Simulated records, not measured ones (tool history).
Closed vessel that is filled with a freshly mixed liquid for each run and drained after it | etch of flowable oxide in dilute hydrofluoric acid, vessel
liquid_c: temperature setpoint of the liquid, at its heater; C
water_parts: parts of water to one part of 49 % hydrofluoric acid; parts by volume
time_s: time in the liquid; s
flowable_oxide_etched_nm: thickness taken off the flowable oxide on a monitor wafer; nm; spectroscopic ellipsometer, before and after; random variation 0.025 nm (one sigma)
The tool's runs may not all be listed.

| run | hour | liquid_c | water_parts | time_s | flowable_oxide_etched_nm |
|---|---|---|---|---|---|
| 1 | 0.0 | 22.0 | 205 | 30 | 4.4853 |
| 2 | 1.5 | 22.0 | 205 | 30 | 4.4414 |
| 3 | 10.0 | 22.0 | 250 | 30 | 3.4603 |
| 4 | 12.3 | 24.5 | 250 | 30 | 3.8488 |
|  | 19.6 | hydrofluoric acid flow meter replaced |
| 5 | 19.6 | 24.5 | 195 | 30 | 5.9227 |
| 6 | 23.2 | 23.5 | 195 | 30 | 5.7616 |

Run 7 comes next. What will it give?
| 7 | 26.8 | 22.5 | 195 | 30 | ? |

Run 7 gave flowable_oxide_etched_nm 5.5244 nm.
